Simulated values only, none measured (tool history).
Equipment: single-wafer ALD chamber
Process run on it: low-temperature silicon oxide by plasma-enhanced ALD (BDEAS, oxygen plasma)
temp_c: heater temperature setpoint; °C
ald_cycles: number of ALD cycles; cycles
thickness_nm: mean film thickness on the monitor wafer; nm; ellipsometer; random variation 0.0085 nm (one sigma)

run	hour	temp_c	ald_cycles	thickness_nm
1	0	105	23	3.1542
2	1.3	103	25	3.4432
3	10.3	110	25	3.4073
4	12.9	117	25	3.3574
5	20.4	117	22	2.9565
6	23.3	115	24	3.2201
7	26.3	111	28	3.8001
8	31.2	109	29	3.9525
9	34.9	107	29	3.9627
10	39.5	105	29	3.9749
11	47.7	105	29	3.9822
12	48.5	104	29	3.9852
13	54.9	103	29	3.9827
14	57.9	103	29	3.9838

What will run 15 give?
15	66.6	102	29	?

thickness_nm: 3.9967 nm
